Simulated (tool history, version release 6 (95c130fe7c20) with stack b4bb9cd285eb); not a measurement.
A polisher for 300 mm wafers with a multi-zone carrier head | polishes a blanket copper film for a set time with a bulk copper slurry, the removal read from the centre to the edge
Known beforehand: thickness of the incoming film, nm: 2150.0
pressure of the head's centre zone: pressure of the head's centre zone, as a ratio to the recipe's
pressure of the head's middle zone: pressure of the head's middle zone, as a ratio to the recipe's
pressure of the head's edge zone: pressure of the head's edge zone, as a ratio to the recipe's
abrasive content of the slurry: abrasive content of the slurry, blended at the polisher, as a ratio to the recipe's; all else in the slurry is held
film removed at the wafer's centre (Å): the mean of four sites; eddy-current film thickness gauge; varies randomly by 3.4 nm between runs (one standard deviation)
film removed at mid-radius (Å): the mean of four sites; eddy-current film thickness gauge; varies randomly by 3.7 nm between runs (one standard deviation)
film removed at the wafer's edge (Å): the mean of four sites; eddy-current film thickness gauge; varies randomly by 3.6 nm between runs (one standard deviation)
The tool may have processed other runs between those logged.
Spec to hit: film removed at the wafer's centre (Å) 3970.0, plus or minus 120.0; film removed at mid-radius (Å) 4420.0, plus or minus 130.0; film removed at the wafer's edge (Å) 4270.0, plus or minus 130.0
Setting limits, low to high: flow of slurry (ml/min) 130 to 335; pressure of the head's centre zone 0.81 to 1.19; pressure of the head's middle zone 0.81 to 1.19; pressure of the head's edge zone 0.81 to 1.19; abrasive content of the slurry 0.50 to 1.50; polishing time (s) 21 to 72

run,hour,flow of slurry (ml/min),pressure of the head's centre zone,pressure of the head's middle zone,pressure of the head's edge zone,abrasive content of the slurry,polishing time (s),film removed at the wafer's centre (Å),film removed at mid-radius (Å),film removed at the wafer's edge (Å)
1,0.0,215,1.00,1.00,1.00,1.00,46,3347.2,3265.3,3131.5
2,6.5,240,1.00,1.00,1.00,1.00,46,3457.4,3291.5,3226.7
3,10.0,255,0.98,1.04,1.05,1.15,46,3522.2,3527.3,3364.2
4,15.5,265,0.95,1.05,1.08,1.25,48,3654.1,3817.5,3635.0
5,23.4,265,0.95,1.11,1.08,1.25,48,3698.3,4059.0,3672.6
6,32.0,270,0.94,1.10,1.11,1.30,49,3694.1,4136.9,3812.7
7,34.6,285,0.96,1.08,1.19,1.50,52,4181.7,4481.7,4418.4
8,36.6,280,0.95,1.08,1.18,1.50,52,4222.8,4495.0,4352.4

Exactly one of the 4 candidate moves below puts every result within its allowed miss. Which one?
A,38.6,335,0.84,1.04,1.19,1.35,55,?,?,?
B,38.6,275,0.93,1.09,1.19,1.50,51,?,?,?
C,38.6,280,1.04,1.10,1.17,1.50,47,?,?,?
D,38.6,240,0.95,1.11,1.03,1.50,51,?,?,?

move,film removed at the wafer's centre (Å),film removed at mid-radius (Å),film removed at the wafer's edge (Å)
A,3884.3,4594.2,4574.7
B,4012.3,4465.7,4291.5
C,4144.9,4153.6,3928.4
D,4025.2,4462.0,3963.1
A: puts the biggest miss on target and leaves a different result outside tolerance
B: hits every target within its allowed miss
C: its largest miss is bigger than the last run's
D: puts the biggest miss on target and leaves a different result outside tolerance
Move B is the one to make.
